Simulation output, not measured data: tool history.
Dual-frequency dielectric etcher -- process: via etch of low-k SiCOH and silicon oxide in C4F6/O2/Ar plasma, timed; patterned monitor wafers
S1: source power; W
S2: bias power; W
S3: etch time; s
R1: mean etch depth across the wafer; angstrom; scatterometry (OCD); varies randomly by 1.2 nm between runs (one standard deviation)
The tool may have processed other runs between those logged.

Run 1, hour 0: S1 460 W, S2 159 W, S3 63 s. Result: R1 1828.7 angstrom.
Run 2, hour 2.1: S1 460 W, S2 159 W, S3 63 s. Result: R1 1823.7 angstrom.
Run 3, hour 8.5: S1 480 W, S2 164 W, S3 63 s. Result: R1 1878.8 angstrom.
Run 4, hour 9.8: S1 480 W, S2 164 W, S3 66 s. Result: R1 1950.9 angstrom.
Run 5, hour 13.4: S1 540 W, S2 164 W, S3 66 s. Result: R1 2086.1 angstrom.
Run 6, hour 21.7: S1 540 W, S2 164 W, S3 66 s. Result: R1 2072 angstrom.
Run 7, hour 25.1: S1 550 W, S2 166 W, S3 66 s. Result: R1 2089.6 angstrom.

What does the tool deliver on the next run?
Run 8, hour 28.4: S1 560 W, S2 168 W, S3 66 s. Result: R1 ?.

Run 8 produced R1 2127.4 angstrom.
